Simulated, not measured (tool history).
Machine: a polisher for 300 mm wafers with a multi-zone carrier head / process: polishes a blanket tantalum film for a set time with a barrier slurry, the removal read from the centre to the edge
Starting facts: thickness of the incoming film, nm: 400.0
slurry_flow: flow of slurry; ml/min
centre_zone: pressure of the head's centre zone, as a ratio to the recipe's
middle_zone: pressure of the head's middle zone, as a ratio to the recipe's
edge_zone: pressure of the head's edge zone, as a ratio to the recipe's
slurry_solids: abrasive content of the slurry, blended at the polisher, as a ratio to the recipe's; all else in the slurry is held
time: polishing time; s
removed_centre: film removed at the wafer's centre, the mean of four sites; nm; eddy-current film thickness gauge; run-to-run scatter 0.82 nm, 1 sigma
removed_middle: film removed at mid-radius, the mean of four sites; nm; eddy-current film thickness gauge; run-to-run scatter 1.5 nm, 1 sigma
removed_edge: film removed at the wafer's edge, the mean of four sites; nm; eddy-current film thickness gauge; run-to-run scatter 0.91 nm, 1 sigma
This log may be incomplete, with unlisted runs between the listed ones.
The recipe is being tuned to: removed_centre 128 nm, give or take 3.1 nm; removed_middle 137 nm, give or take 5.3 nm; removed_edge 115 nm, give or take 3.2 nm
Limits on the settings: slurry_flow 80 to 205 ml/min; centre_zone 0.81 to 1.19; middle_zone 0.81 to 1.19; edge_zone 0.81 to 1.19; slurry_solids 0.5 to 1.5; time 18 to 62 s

run	day	slurry_flow	centre_zone	middle_zone	edge_zone	slurry_solids	time	removed_centre	removed_middle	removed_edge
1	0	135	1	1	1	1	40	79.637	81.703	80.691
2	0.296	145	1.02	1.03	1.01	1.1	41	85.742	86.984	85.611
3	0.45	145	1.02	1.03	1.01	1	41	84.263	87.302	82.821
4	0.646	145	1.02	1	1.01	1	41	83.353	84.278	84.384
5	0.992	145	0.99	1	1.01	1	41	81.275	85.875	82.525
6	1.204	145	0.99	1	1.01	0.8	41	76.725	79.883	79.306
# day 1.462: worn pad replaced by a new one
7	1.462	155	1.01	1.03	1.02	0.95	42	96.187	97.213	96.176
8	1.717	160	1	1.05	0.99	1	42	97.008	102.37	97.951

Which single option among these 5 for the next run brings every result within its allowed miss of target? Just one does.
A	1.971	170	1.14	1.05	0.88	1.2	49	?	?	?
B	1.971	205	1.1	0.97	1.03	1.15	49	?	?	?
C	1.971	145	1.08	1.1	0.89	0.95	53	?	?	?
D	1.971	175	1.15	1.12	0.84	1	49	?	?	?
E	1.971	175	1.06	1.19	0.88	1	51	?	?	?

move	removed_centre	removed_middle	removed_edge
A	136.79	125.89	112.74
B	135.16	122.29	120.9
C	128.24	128.92	113.37
D	133.19	126.53	106.79
E	127.75	137.12	112.82
A: the result that was furthest off in the last run now lies on the other side of its target
B: the result that was furthest off in the last run now lies on the other side of its target
C: puts the biggest miss on target and leaves a different result outside tolerance
D: the result that was furthest off in the last run now lies on the other side of its target
E: in spec on every target
Answer: E
